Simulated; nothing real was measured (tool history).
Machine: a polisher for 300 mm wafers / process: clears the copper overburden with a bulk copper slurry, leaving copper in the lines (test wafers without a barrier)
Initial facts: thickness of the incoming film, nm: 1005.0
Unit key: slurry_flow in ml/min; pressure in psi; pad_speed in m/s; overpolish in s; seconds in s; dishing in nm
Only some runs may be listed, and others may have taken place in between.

{"run": 1, "hour": 0.0, "slurry_flow": 175, "pressure": 1.7, "pad_speed": 1.06, "slurry_solids": 1.0, "overpolish": 20, "seconds": 163.48, "dishing": 58.061}
{"run": 2, "hour": 3.7, "slurry_flow": 175, "pressure": 1.9, "pad_speed": 1.06, "slurry_solids": 1.0, "overpolish": 20, "seconds": 144.06, "dishing": 63.215}
{"run": 3, "hour": 4.5, "slurry_flow": 175, "pressure": 1.9, "pad_speed": 1.06, "slurry_solids": 1.0, "overpolish": 15, "seconds": 146.79, "dishing": 52.383}
{"run": 4, "hour": 6.0, "slurry_flow": 175, "pressure": 2.0, "pad_speed": 1.06, "slurry_solids": 1.0, "overpolish": 16, "seconds": 142.41, "dishing": 56.975}
{"run": 5, "hour": 9.5, "slurry_flow": 175, "pressure": 2.2, "pad_speed": 1.06, "slurry_solids": 1.0, "overpolish": 16, "seconds": 124.77, "dishing": 60.985}
{"run": 6, "hour": 18.4, "slurry_flow": 175, "pressure": 2.2, "pad_speed": 1.06, "slurry_solids": 1.2, "overpolish": 16, "seconds": 123.84, "dishing": 62.518}

Run 7 is up next; what results do you expect?
{"run": 7, "hour": 26.8, "slurry_flow": 175, "pressure": 2.2, "pad_speed": 1.06, "slurry_solids": 1.2, "overpolish": 17, "seconds": "?", "dishing": "?"}

{"run 7": {"seconds": 124.16, "dishing": 64.506}}
